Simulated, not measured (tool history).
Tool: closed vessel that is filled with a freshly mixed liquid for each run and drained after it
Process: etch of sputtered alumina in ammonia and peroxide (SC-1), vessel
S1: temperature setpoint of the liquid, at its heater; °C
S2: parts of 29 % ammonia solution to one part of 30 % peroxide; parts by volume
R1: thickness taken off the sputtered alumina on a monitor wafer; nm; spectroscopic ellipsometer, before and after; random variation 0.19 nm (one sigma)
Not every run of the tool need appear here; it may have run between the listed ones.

run 1 hour=0.0 | S1=51.0 S2=0.40 time_in_the_liquid_(s)=400 | R1=13.747
run 2 hour=7.1 | S1=52.5 S2=0.40 time_in_the_liquid_(s)=400 | R1=14.903
run 3 hour=11.2 | S1=53.5 S2=0.40 time_in_the_liquid_(s)=400 | R1=15.631
run 4 hour=17.4 | S1=54.5 S2=0.40 time_in_the_liquid_(s)=400 | R1=16.721
run 5 hour=25.1 | S1=54.5 S2=0.45 time_in_the_liquid_(s)=400 | R1=16.649
run 6 hour=30.6 | S1=57.5 S2=0.45 time_in_the_liquid_(s)=400 | R1=19.970
run 7 hour=35.5 | S1=57.5 S2=0.45 time_in_the_liquid_(s)=400 | R1=19.540
run 8 hour=42.9 | S1=58.0 S2=0.45 time_in_the_liquid_(s)=400 | R1=19.988

The next listed run, before its measurement:
run 9 hour=48.7 | S1=58.5 S2=0.45 time_in_the_liquid_(s)=400 | R1=?

R1: 20.793 nm
